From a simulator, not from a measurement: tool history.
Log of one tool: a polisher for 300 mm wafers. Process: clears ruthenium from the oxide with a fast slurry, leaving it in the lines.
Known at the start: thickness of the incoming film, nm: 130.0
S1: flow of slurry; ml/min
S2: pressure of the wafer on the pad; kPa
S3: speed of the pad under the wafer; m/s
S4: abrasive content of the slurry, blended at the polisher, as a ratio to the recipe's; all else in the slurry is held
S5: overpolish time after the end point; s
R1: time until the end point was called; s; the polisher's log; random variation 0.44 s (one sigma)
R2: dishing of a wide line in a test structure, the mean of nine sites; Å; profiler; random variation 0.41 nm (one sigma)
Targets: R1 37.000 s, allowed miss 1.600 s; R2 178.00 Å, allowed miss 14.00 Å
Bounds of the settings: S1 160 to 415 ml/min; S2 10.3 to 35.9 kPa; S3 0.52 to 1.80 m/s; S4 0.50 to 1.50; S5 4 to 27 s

{"run": 1, "hour": 0.0, "S1": 265, "S2": 22.8, "S3": 1.16, "S4": 1.0, "S5": 14, "R1": 23.786, "R2": 555.22}
{"run": 2, "hour": 3.8, "S1": 265, "S2": 22.8, "S3": 1.42, "S4": 1.0, "S5": 14, "R1": 20.039, "R2": 650.74}
{"run": 3, "hour": 5.5, "S1": 275, "S2": 20.0, "S3": 1.26, "S4": 1.1, "S5": 11, "R1": 23.765, "R2": 462.16}
{"run": 4, "hour": 7.3, "S1": 250, "S2": 20.0, "S3": 1.26, "S4": 1.1, "S5": 11, "R1": 24.405, "R2": 460.99}
{"run": 5, "hour": 8.6, "S1": 250, "S2": 25.5, "S3": 1.26, "S4": 1.1, "S5": 11, "R1": 19.198, "R2": 528.33}
{"run": 6, "hour": 11.1, "S1": 280, "S2": 22.8, "S3": 1.08, "S4": 1.2, "S5": 9, "R1": 23.003, "R2": 394.19}
{"run": 7, "hour": 17.3, "S1": 320, "S2": 20.0, "S3": 0.98, "S4": 1.3, "S5": 8, "R1": 27.129, "R2": 321.36}
{"run": 8, "hour": 22.6, "S1": 345, "S2": 18.6, "S3": 0.92, "S4": 1.35, "S5": 7, "R1": 29.352, "R2": 259.98}
{"run": 9, "hour": 30.8, "S1": 350, "S2": 17.2, "S3": 0.92, "S4": 1.35, "S5": 6, "R1": 31.509, "R2": 206.97}
{"run": 10, "hour": 36.3, "S1": 350, "S2": 16.5, "S3": 0.92, "S4": 1.35, "S5": 6, "R1": 32.637, "R2": 203.52}
{"run": 11, "hour": 42.6, "S1": 350, "S2": 15.9, "S3": 0.92, "S4": 1.35, "S5": 6, "R1": 33.637, "R2": 181.37}

Which of these 4 next moves meets every target?
{"run": "A", "hour": 48.9, "S1": 415, "S2": 11.0, "S3": 1.08, "S4": 1.5, "S5": 8, "R1": "?", "R2": "?"}
{"run": "B", "hour": 48.9, "S1": 310, "S2": 15.9, "S3": 0.72, "S4": 1.3, "S5": 8, "R1": "?", "R2": "?"}
{"run": "C", "hour": 48.9, "S1": 320, "S2": 12.4, "S3": 1.2, "S4": 1.15, "S5": 6, "R1": "?", "R2": "?"}
{"run": "D", "hour": 48.9, "S1": 360, "S2": 13.8, "S3": 0.9, "S4": 1.05, "S5": 7, "R1": "?", "R2": "?"}

move=A R1=40.880 R2=203.70
move=B R1=41.186 R2=202.30
move=C R1=37.956 R2=167.04
move=D R1=43.198 R2=170.96
A: takes the result that was furthest off past its target
B: takes the result that was furthest off past its target
C: meets every target
D: takes the result that was furthest off past its target
The right move is C.
